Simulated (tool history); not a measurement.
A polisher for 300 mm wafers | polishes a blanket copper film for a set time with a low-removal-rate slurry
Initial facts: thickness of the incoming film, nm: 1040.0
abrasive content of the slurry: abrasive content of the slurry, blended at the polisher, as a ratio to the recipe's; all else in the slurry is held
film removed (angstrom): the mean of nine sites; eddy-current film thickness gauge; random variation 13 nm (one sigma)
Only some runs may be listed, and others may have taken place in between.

| run | hour | flow of slurry (ml/min) | pressure of the wafer on the pad (psi) | speed of the pad under the wafer (cm/s) | abrasive content of the slurry | polishing time (s) | film removed (angstrom) |
|---|---|---|---|---|---|---|---|
| 1 | 0.0 | 250 | 3.1 | 140 | 1.00 | 98 | 5119.4 |
| 2 | 1.8 | 250 | 3.5 | 142 | 1.00 | 98 | 5691.6 |
| 3 | 3.7 | 250 | 2.9 | 142 | 1.00 | 98 | 5076.8 |
| 4 | 7.8 | 250 | 2.9 | 142 | 1.00 | 103 | 5183.1 |
| 5 | 14.2 | 250 | 3.4 | 144 | 1.00 | 103 | 6108.7 |
| 6 | 22.3 | 250 | 3.4 | 144 | 0.85 | 103 | 5762.0 |
| 7 | 28.1 | 250 | 3.8 | 146 | 0.85 | 103 | 6472.3 |
| 8 | 30.0 | 250 | 4.1 | 148 | 0.85 | 103 | 6892.2 |
| 9 | 37.8 | 250 | 4.3 | 152 | 0.85 | 103 | 7476.8 |

Estimate the outcome of run 10 from the log above:
| 10 | 41.1 | 250 | 4.9 | 154 | 0.85 | 103 | ? |

Run 10 measured film removed (angstrom) 8212.5.

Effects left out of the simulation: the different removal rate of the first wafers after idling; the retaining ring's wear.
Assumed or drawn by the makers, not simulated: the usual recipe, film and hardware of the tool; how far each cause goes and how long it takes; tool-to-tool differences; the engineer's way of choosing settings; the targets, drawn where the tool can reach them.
